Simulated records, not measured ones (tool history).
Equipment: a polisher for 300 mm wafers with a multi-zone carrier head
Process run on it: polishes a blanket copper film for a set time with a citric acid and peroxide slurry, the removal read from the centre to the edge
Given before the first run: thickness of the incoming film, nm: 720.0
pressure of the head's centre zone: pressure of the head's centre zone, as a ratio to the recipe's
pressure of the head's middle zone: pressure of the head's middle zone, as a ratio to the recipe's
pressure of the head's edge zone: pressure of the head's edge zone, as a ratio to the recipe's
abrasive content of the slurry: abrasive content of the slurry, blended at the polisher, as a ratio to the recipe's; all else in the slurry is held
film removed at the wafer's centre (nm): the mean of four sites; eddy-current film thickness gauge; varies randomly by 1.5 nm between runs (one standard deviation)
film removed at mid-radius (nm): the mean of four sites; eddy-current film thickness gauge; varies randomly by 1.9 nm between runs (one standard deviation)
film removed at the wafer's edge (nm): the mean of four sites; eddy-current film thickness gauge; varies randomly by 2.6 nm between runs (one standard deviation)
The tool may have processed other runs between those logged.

run  hour  flow of slurry (ml/min)  pressure of the head's centre zone  pressure of the head's middle zone  pressure of the head's edge zone  abrasive content of the slurry  polishing time (s)  film removed at the wafer's centre (nm)  film removed at mid-radius (nm)  film removed at the wafer's edge (nm)
  1   0.0                      165                                1.00                                1.00                              1.00                            1.00                  77                                   200.74                           199.10                                 195.05
  2   7.9                      165                                1.00                                1.00                              1.00                            0.80                  77                                   194.20                           192.55                                 186.31
  3   8.5                      180                                1.00                                1.00                              1.00                            0.80                  77                                   193.24                           196.15                                 188.48
  4  10.8                      180                                1.00                                1.00                              0.95                            0.80                  77                                   196.56                           196.74                                 184.83
  5  11.4                      200                                1.01                                1.06                              0.99                            0.90                  77                                   205.77                           211.50                                 192.02
  6  20.0                      210                                0.99                                1.10                              1.01                            1.05                  78                                   212.11                           227.76                                 208.50
  7  27.8                      220                                0.98                                1.13                              1.00                            1.10                  79                                   213.06                           236.98                                 207.68
  8  33.2                      230                                0.98                                1.15                              1.01                            1.15                  80                                   220.18                           244.59                                 216.24
  9  37.3                      235                                0.97                                1.16                              1.00                            1.20                  81                                   227.87                           251.45                                 216.29

Predict the results of run 10:
 10  43.7                      235                                0.96                                1.17                              1.01                            1.20                  82                                        ?                                ?                                      ?

Run 10 produced film removed at the wafer's centre (nm) 228.34, film removed at mid-radius (nm) 258.35, film removed at the wafer's edge (nm) 220.96.
